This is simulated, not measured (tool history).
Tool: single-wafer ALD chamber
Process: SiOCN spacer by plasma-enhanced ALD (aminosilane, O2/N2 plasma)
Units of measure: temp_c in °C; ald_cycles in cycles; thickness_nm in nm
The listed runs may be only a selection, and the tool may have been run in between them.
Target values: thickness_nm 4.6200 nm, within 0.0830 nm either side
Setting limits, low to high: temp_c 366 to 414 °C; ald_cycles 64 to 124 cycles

run	hour	temp_c	ald_cycles	thickness_nm
1	0.0	390	94	6.0780
2	2.2	384	94	6.0434
3	8.8	384	86	5.5108
4	10.9	384	94	6.0776
5	18.2	384	103	6.5415
6	20.1	389	103	6.5947
7	26.3	388	90	5.7328
8	32.5	388	75	4.7983
9	40.6	388	74	4.7258

Below are 4 possible settings for the next run. Only one of them brings all results inside the allowed miss of their targets. Which is it?
A	48.7	377	72	?
B	48.7	393	75	?
C	48.7	386	76	?
D	48.7	378	74	?

move	thickness_nm
A	4.6417
B	4.8351
C	4.8996
D	4.7706
A: meets every target
B: lands further from the targets than the last run did
C: lands further from the targets than the last run did
D: lands further from the targets than the last run did
Go with A: it meets all targets.
